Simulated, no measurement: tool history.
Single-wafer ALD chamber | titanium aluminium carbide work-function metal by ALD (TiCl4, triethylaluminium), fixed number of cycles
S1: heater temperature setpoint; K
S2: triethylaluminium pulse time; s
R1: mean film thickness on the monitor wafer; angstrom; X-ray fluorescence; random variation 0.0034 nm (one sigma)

run	hour	S1	S2	R1
1	0	553.15	12.17	17.947
2	9	548.15	12.17	17.481
3	10	545.15	11.96	17.113
4	10.5	545.15	14.08	17.285
5	14.1	542.15	13.92	16.927
6	21.6	542.15	12.26	16.917

Run 7 comes next. What will it give?
7	24.3	540.15	12.16	?

R1: 16.703 angstrom
